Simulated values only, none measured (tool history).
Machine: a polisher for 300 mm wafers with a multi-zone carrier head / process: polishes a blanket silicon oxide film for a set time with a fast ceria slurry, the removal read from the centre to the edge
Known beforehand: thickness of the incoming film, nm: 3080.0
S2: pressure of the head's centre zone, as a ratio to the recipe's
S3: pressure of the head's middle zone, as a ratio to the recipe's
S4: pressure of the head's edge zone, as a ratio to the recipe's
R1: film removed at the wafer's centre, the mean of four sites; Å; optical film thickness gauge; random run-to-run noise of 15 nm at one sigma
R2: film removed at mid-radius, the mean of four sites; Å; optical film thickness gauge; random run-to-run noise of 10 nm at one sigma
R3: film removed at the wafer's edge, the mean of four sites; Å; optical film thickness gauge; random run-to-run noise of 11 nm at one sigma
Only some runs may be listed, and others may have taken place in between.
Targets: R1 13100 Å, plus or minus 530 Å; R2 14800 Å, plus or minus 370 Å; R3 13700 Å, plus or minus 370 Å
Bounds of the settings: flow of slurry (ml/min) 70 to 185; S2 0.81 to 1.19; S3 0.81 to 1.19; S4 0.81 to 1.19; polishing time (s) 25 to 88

{"run": 1, "hour": 0.0, "flow of slurry (ml/min)": 120, "S2": 1, "S3": 1, "S4": 1, "polishing time (s)": 56, "R1": 11421, "R2": 11210, "R3": 11217}
{"run": 2, "hour": 8.9, "flow of slurry (ml/min)": 120, "S2": 1, "S3": 1, "S4": 1, "polishing time (s)": 62, "R1": 12602, "R2": 12411, "R3": 12375}
{"run": 3, "hour": 9.6, "flow of slurry (ml/min)": 120, "S2": 1, "S3": 1, "S4": 1.06, "polishing time (s)": 62, "R1": 12982, "R2": 12207, "R3": 12780}
{"run": 4, "hour": 18.1, "flow of slurry (ml/min)": 120, "S2": 1.08, "S3": 1, "S4": 1.06, "polishing time (s)": 62, "R1": 13507, "R2": 12297, "R3": 12787}
{"run": 5, "hour": 24.2, "flow of slurry (ml/min)": 120, "S2": 1.08, "S3": 1, "S4": 1.13, "polishing time (s)": 62, "R1": 13768, "R2": 12281, "R3": 13153}
{"run": 6, "hour": 33.2, "flow of slurry (ml/min)": 120, "S2": 1.08, "S3": 1, "S4": 1.08, "polishing time (s)": 62, "R1": 13842, "R2": 12461, "R3": 12779}
{"run": 7, "hour": 37.6, "flow of slurry (ml/min)": 125, "S2": 1.06, "S3": 1.02, "S4": 1.08, "polishing time (s)": 62, "R1": 13316, "R2": 12673, "R3": 12844}
{"run": 8, "hour": 40.1, "flow of slurry (ml/min)": 130, "S2": 1.05, "S3": 1.03, "S4": 1.09, "polishing time (s)": 62, "R1": 13442, "R2": 13070, "R3": 13067}
{"run": 9, "hour": 46.8, "flow of slurry (ml/min)": 135, "S2": 1.04, "S3": 1.04, "S4": 1.09, "polishing time (s)": 62, "R1": 13383, "R2": 13248, "R3": 13010}
{"run": 10, "hour": 50.6, "flow of slurry (ml/min)": 140, "S2": 1.03, "S3": 1.05, "S4": 1.1, "polishing time (s)": 62, "R1": 13599, "R2": 13472, "R3": 13170}
{"run": 11, "hour": 56.8, "flow of slurry (ml/min)": 155, "S2": 0.93, "S3": 1.13, "S4": 1.14, "polishing time (s)": 62, "R1": 12444, "R2": 14346, "R3": 13664}

Exercise: of the 5 proposed moves below, exactly one satisfies all targets within the stated allowed misses. Which move is it?
{"run": "A", "hour": 63.0, "flow of slurry (ml/min)": 150, "S2": 0.98, "S3": 1.08, "S4": 1.12, "polishing time (s)": 62, "R1": "?", "R2": "?", "R3": "?"}
{"run": "B", "hour": 63.0, "flow of slurry (ml/min)": 130, "S2": 1.01, "S3": 1.09, "S4": 1.19, "polishing time (s)": 64, "R1": "?", "R2": "?", "R3": "?"}
{"run": "C", "hour": 63.0, "flow of slurry (ml/min)": 135, "S2": 0.91, "S3": 1.18, "S4": 1.18, "polishing time (s)": 60, "R1": "?", "R2": "?", "R3": "?"}
{"run": "D", "hour": 63.0, "flow of slurry (ml/min)": 145, "S2": 1.02, "S3": 1.14, "S4": 1.1, "polishing time (s)": 61, "R1": "?", "R2": "?", "R3": "?"}
{"run": "E", "hour": 63.0, "flow of slurry (ml/min)": 185, "S2": 0.94, "S3": 1.11, "S4": 1.08, "polishing time (s)": 62, "R1": "?", "R2": "?", "R3": "?"}

move=A R1=13091 R2=13791 R3=13549
move=B R1=13487 R2=13940 R3=14098
move=C R1=11493 R2=14111 R3=13222
move=D R1=13318 R2=14119 R3=13149
move=E R1=13068 R2=14636 R3=13670
A: corrects the largest miss of the last run, while another result sits out of spec
B: corrects the largest miss of the last run, while another result sits out of spec
C: further off than the last run
D: corrects the largest miss of the last run, while another result sits out of spec
E: all results in spec
Go with E: it meets all targets.
